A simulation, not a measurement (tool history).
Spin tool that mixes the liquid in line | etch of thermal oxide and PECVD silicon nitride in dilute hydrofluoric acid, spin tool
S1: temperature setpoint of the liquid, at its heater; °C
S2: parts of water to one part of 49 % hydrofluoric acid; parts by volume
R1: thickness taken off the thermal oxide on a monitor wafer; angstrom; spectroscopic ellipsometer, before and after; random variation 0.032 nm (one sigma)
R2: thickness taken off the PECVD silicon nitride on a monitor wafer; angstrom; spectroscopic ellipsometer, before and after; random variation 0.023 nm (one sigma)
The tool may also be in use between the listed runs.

Run 1, hour 0.0: S1 26.0 °C, S2 60 parts by volume, time under the liquid (s) 180. Result: R1 144.030 angstrom, R2 64.029 angstrom.
Run 2, hour 3.2: S1 29.0 °C, S2 60 parts by volume, time under the liquid (s) 180. Result: R1 160.750 angstrom, R2 76.862 angstrom.
Run 3, hour 4.6: S1 29.0 °C, S2 75 parts by volume, time under the liquid (s) 180. Result: R1 126.740 angstrom, R2 61.666 angstrom.
Run 4, hour 11.2: S1 29.0 °C, S2 80 parts by volume, time under the liquid (s) 180. Result: R1 117.920 angstrom, R2 58.224 angstrom.
Run 5, hour 15.1: S1 29.0 °C, S2 85 parts by volume, time under the liquid (s) 180. Result: R1 109.220 angstrom, R2 55.114 angstrom.
Run 6, hour 20.3: S1 27.5 °C, S2 85 parts by volume, time under the liquid (s) 180. Result: R1 103.010 angstrom, R2 49.457 angstrom.
Run 7, hour 22.4: S1 31.0 °C, S2 105 parts by volume, time under the liquid (s) 190. Result: R1 98.189 angstrom, R2 52.589 angstrom.
Run 8, hour 27.5: S1 31.0 °C, S2 110 parts by volume, time under the liquid (s) 190. Result: R1 93.520 angstrom, R2 50.095 angstrom.

Forecast run 9:
Run 9, hour 28.3: S1 31.0 °C, S2 110 parts by volume, time under the liquid (s) 190. Result: R1 ?, R2 ?.

Run 9 gave R1 93.337 angstrom, R2 50.139 angstrom.
